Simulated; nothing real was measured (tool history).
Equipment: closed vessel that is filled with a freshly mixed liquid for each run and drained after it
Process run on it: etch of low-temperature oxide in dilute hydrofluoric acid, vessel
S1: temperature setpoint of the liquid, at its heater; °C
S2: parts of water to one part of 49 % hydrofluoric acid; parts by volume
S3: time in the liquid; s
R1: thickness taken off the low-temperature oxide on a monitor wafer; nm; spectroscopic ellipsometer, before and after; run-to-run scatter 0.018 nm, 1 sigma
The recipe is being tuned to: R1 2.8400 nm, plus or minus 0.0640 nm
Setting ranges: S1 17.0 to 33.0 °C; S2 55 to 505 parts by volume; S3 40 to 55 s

run	hour	S1	S2	S3	R1
1	0.0	25.0	280	55	2.5620
2	4.1	25.5	280	55	2.6310
3	9.0	26.5	280	55	2.7111
4	12.3	26.5	190	55	4.3911
5	13.7	25.5	190	55	4.2021
6	15.3	24.5	190	55	4.1186
7	22.4	24.5	190	55	4.0785
8	22.9	23.5	195	55	3.8309
9	29.1	23.0	195	55	3.7578
10	33.4	23.0	195	55	3.7454
11	36.8	22.5	195	55	3.6761

Pick the move, out of 5, that brings all results within their allowed miss; only one does.
A	40.2	25.0	180	40	?
B	40.2	23.0	230	55	?
C	40.2	24.0	170	40	?
D	40.2	23.0	150	55	?
E	40.2	23.5	230	50	?

move	R1
A	3.2272
B	3.0579
C	3.3288
D	5.1058
E	2.8312
A: gains on the last run, yet a result remains outside its allowed miss
B: gains on the last run, yet a result remains outside its allowed miss
C: gains on the last run, yet a result remains outside its allowed miss
D: lands further from the targets than the last run did
E: hits every target within its allowed miss
So the answer is move E, the one that meets all the targets.
